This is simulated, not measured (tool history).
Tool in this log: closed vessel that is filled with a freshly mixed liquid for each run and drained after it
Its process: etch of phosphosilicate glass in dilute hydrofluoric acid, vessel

run	hour	temperature setpoint of the liquid (K)	parts of water to one part of 49 % hydrofluoric acid (parts by volume)	time in the liquid (s)	thickness taken off the phosphosilicate glass on a monitor wafer (Å)
1	0	299.15	265	90	712.04
2	8.6	300.15	245	90	815.18
3	11.8	300.15	175	90	1225.8
4	15.3	300.15	215	90	961.54
5	21.3	301.15	205	90	1047.6
6	29.3	301.65	195	90	1153.6
# hour 36.2: hydrofluoric acid flow meter replaced
7	36.2	302.15	190	90	1112.8
8	43	302.15	180	90	1176.8
9	46.5	302.15	170	90	1262.9
10	50.5	306.15	120	90	2224.6

Run 11 has not been measured yet. What should we expect?
11	52.5	305.65	120	90	?

{"run 11": {"thickness taken off the phosphosilicate glass on a monitor wafer (Å)": 2176}}

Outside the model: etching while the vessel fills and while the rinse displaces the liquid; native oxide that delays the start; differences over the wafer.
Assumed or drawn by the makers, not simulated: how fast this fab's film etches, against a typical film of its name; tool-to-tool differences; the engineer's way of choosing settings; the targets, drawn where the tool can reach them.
